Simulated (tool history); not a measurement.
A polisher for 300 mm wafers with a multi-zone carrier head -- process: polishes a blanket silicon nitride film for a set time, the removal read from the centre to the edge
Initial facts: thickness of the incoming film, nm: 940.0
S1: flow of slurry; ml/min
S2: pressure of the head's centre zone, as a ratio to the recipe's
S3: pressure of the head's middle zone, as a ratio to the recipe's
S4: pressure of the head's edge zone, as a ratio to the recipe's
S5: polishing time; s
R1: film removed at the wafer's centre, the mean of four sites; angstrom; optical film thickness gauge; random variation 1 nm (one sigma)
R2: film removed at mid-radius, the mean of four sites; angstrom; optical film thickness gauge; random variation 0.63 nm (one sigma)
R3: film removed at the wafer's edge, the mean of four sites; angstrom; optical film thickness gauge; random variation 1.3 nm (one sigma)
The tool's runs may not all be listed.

run    day   S1    S2    S3    S4  S5      R1      R2      R3
  1      0  220     1     1     1  66  1079.3  1055.7  1080.2
  2  0.321  220     1     1     1  57  930.48     906  935.28
  3  0.438  230  0.98  1.02  0.99  57  906.38  922.58  956.98
  4  0.679  225  0.98  1.05  0.97  57  908.92  934.17  928.03
  5  0.854  225  0.98  1.05  0.97  41   652.8  671.71  670.96
  6  1.125  245  0.99  1.09     1  44  725.98  746.84  737.57
  7  1.467  255  0.98  1.12  1.01  47  778.55  813.74  789.88

Estimate the outcome of run 8 from the log above:
  8  1.596  265  0.97  1.14  1.02  49   ?   ?   ?

R1: 803.42 angstrom
R2: 873.63 angstrom
R3: 852.99 angstrom
